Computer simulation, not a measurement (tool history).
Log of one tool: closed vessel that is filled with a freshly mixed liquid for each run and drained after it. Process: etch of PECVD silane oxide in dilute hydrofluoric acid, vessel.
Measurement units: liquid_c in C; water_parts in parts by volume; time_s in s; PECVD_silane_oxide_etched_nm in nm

run 1 hour=0 | liquid_c=24 water_parts=285 time_s=90 | PECVD_silane_oxide_etched_nm=12.53
run 2 hour=6.8 | liquid_c=24 water_parts=365 time_s=90 | PECVD_silane_oxide_etched_nm=9.0645
run 3 hour=8.5 | liquid_c=26.5 water_parts=310 time_s=90 | PECVD_silane_oxide_etched_nm=12.357
run 4 hour=10.5 | liquid_c=28 water_parts=275 time_s=90 | PECVD_silane_oxide_etched_nm=15.206
run 5 hour=17.7 | liquid_c=28 water_parts=275 time_s=90 | PECVD_silane_oxide_etched_nm=15.2
run 6 hour=22 | liquid_c=28 water_parts=275 time_s=70 | PECVD_silane_oxide_etched_nm=11.769
-- hour=24.5 hydrofluoric acid flow meter replaced
run 7 hour=24.5 | liquid_c=29 water_parts=225 time_s=70 | PECVD_silane_oxide_etched_nm=14.069
run 8 hour=30.6 | liquid_c=30 water_parts=175 time_s=70 | PECVD_silane_oxide_etched_nm=19.818
run 9 hour=33.7 | liquid_c=30.5 water_parts=165 time_s=70 | PECVD_silane_oxide_etched_nm=21.628

Expected results for the next run?
run 10 hour=34.3 | liquid_c=31 water_parts=160 time_s=70 | PECVD_silane_oxide_etched_nm=?

PECVD_silane_oxide_etched_nm: 23.121 nm
